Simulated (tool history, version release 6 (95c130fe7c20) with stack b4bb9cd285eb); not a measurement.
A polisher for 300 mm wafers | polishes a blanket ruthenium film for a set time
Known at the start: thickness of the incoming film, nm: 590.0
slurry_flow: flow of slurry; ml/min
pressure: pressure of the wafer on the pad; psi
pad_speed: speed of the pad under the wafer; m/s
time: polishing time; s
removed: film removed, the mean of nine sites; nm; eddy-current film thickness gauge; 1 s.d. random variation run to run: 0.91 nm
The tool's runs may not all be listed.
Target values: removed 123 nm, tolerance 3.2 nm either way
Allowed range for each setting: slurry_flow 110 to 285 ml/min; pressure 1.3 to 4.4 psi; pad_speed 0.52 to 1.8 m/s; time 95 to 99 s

{"run": 1, "hour": 0.0, "slurry_flow": 180, "pressure": 2.8, "pad_speed": 1.16, "time": 95, "removed": 150.7}
{"run": 2, "hour": 1.3, "slurry_flow": 180, "pressure": 2.8, "pad_speed": 0.88, "time": 95, "removed": 113.95}
{"run": 3, "hour": 7.3, "slurry_flow": 180, "pressure": 2.8, "pad_speed": 1.04, "time": 95, "removed": 135.41}
{"run": 4, "hour": 12.3, "slurry_flow": 180, "pressure": 2.8, "pad_speed": 1.14, "time": 95, "removed": 145.92}
{"run": 5, "hour": 18.6, "slurry_flow": 180, "pressure": 2.8, "pad_speed": 1.14, "time": 99, "removed": 151.9}
{"run": 6, "hour": 27.2, "slurry_flow": 180, "pressure": 3.3, "pad_speed": 1.14, "time": 99, "removed": 179.93}
{"run": 7, "hour": 32.1, "slurry_flow": 175, "pressure": 3.1, "pad_speed": 1.14, "time": 99, "removed": 167.48}
{"run": 8, "hour": 33.0, "slurry_flow": 170, "pressure": 3, "pad_speed": 1.14, "time": 99, "removed": 162.09}
{"run": 9, "hour": 39.0, "slurry_flow": 165, "pressure": 2.9, "pad_speed": 1.14, "time": 99, "removed": 155.38}
{"run": 10, "hour": 41.5, "slurry_flow": 160, "pressure": 2.8, "pad_speed": 1.14, "time": 99, "removed": 150.57}
{"run": 11, "hour": 50.1, "slurry_flow": 155, "pressure": 2.7, "pad_speed": 1.14, "time": 99, "removed": 144.06}
{"run": 12, "hour": 51.3, "slurry_flow": 150, "pressure": 2.6, "pad_speed": 1.14, "time": 99, "removed": 138.59}
{"hour": 58.5, "done": "slurry nozzle cleaned"}
{"run": 13, "hour": 58.5, "slurry_flow": 145, "pressure": 2.6, "pad_speed": 1.14, "time": 99, "removed": 144.42}
{"run": 14, "hour": 60.4, "slurry_flow": 145, "pressure": 2.5, "pad_speed": 1.14, "time": 99, "removed": 138.7}
{"run": 15, "hour": 62.3, "slurry_flow": 145, "pressure": 2.4, "pad_speed": 1.14, "time": 99, "removed": 135.35}

Next run, 5 choices. One meets every target within its allowed miss, the rest don't. Which?
{"run": "A", "hour": 64.2, "slurry_flow": 175, "pressure": 2.4, "pad_speed": 1.14, "time": 99, "removed": "?"}
{"run": "B", "hour": 64.2, "slurry_flow": 130, "pressure": 2.9, "pad_speed": 1.08, "time": 95, "removed": "?"}
{"run": "C", "hour": 64.2, "slurry_flow": 140, "pressure": 2.4, "pad_speed": 1.14, "time": 98, "removed": "?"}
{"run": "D", "hour": 64.2, "slurry_flow": 160, "pressure": 2.4, "pad_speed": 1.06, "time": 96, "removed": "?"}
{"run": "E", "hour": 64.2, "slurry_flow": 145, "pressure": 2.1, "pad_speed": 1.16, "time": 95, "removed": "?"}

move=A removed=140.61
move=B removed=145.8
move=C removed=133.92
move=D removed=125.24
move=E removed=116.88
A: further off than the last run
B: further off than the last run
C: closes in on the targets versus the last run, not all within tolerance yet
D: each result inside its tolerance
E: pushes the last run's worst result past its target
Move D is the one to make.
